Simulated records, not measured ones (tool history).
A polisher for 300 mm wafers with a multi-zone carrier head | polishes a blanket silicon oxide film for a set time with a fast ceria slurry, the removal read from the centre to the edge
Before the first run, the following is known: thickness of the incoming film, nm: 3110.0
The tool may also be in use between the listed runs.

| run | day | flow of slurry (ml/min) | pressure of the head's centre zone | pressure of the head's middle zone | pressure of the head's edge zone | polishing time (s) | film removed at the wafer's centre (nm) | film removed at mid-radius (nm) | film removed at the wafer's edge (nm) |
|---|---|---|---|---|---|---|---|---|---|
| 1 | 0.000 | 190 | 1.00 | 1.00 | 1.00 | 81 | 1061.10 | 1103.10 | 1053.70 |
| 2 | 0.054 | 175 | 1.00 | 1.00 | 1.00 | 81 | 1053.30 | 1085.40 | 1047.20 |
| 3 | 0.229 | 175 | 1.00 | 1.00 | 1.00 | 71 | 933.85 | 943.43 | 906.86 |
| 4 | 0.396 | 175 | 1.00 | 1.00 | 1.00 | 58 | 744.66 | 779.11 | 762.89 |
| 5 | 0.533 | 170 | 1.00 | 1.01 | 0.97 | 56 | 710.12 | 749.87 | 708.35 |
| 6 | 0.804 | 170 | 1.00 | 1.01 | 0.97 | 48 | 636.01 | 640.58 | 611.43 |
| 7 | 0.838 | 175 | 1.00 | 1.03 | 0.97 | 48 | 616.53 | 659.82 | 608.04 |
| 8 | 1.200 | 180 | 1.01 | 1.04 | 0.97 | 48 | 631.57 | 665.71 | 605.78 |

What will run 9 give?
| 9 | 1.271 | 185 | 1.01 | 1.05 | 0.97 | 48 | ? | ? | ? |

{"run 9": {"film removed at the wafer's centre (nm)": 630.09, "film removed at mid-radius (nm)": 679.11, "film removed at the wafer's edge (nm)": 617.09}}
